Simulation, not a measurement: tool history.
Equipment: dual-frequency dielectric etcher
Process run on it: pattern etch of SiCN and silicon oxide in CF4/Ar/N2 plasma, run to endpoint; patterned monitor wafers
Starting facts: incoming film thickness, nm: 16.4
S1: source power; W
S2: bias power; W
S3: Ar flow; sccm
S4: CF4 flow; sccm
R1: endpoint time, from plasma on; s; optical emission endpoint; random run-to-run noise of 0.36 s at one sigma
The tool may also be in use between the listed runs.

Run 1, hour 0: S1 310 W, S2 64 W, S3 81 sccm, S4 82 sccm. Result: R1 28.122 s.
Run 2, hour 3: S1 290 W, S2 63 W, S3 81 sccm, S4 82 sccm. Result: R1 30.529 s.
Run 3, hour 5.7: S1 280 W, S2 63 W, S3 81 sccm, S4 82 sccm. Result: R1 31.657 s.
Run 4, hour 7.7: S1 280 W, S2 63 W, S3 81 sccm, S4 74 sccm. Result: R1 32.233 s.
Run 5, hour 11.4: S1 280 W, S2 63 W, S3 70 sccm, S4 74 sccm. Result: R1 31.384 s.
Run 6, hour 15.7: S1 280 W, S2 72 W, S3 70 sccm, S4 74 sccm. Result: R1 30.55 s.
Run 7, hour 16.9: S1 270 W, S2 72 W, S3 70 sccm, S4 74 sccm. Result: R1 31.508 s.

Run 8 comes next. What will it give?
Run 8, hour 19.5: S1 260 W, S2 72 W, S3 70 sccm, S4 74 sccm. Result: R1 ?.

Run 8 gave R1 32.646 s.
